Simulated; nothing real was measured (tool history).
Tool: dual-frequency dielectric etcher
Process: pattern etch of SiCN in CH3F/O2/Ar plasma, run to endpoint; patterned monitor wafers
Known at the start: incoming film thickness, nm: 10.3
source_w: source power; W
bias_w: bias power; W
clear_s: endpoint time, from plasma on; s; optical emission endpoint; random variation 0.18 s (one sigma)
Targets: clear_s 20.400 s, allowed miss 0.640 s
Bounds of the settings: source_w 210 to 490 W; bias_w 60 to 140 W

run,day,source_w,bias_w,clear_s
1,0.000,350,100,22.850
2,0.288,360,101,22.079
3,0.492,360,85,23.477
4,0.708,370,86,22.900
5,1.012,370,93,22.564
6,1.217,340,93,23.536
7,1.488,350,94,22.731
8,1.525,360,96,22.409
# day 1.850: source power generator calibrated
9,1.850,370,97,22.800
10,2.038,380,103,21.679
11,2.112,390,104,21.544
12,2.308,400,105,21.105

Which of these 4 next moves meets every target?
A,2.504,420,85,?
B,2.504,440,86,?
C,2.504,390,94,?
D,2.504,410,120,?

move,clear_s
A,22.190
B,21.654
C,22.366
D,20.392
A: further off than the last run
B: further off than the last run
C: further off than the last run
D: meets every target
The right move is D.

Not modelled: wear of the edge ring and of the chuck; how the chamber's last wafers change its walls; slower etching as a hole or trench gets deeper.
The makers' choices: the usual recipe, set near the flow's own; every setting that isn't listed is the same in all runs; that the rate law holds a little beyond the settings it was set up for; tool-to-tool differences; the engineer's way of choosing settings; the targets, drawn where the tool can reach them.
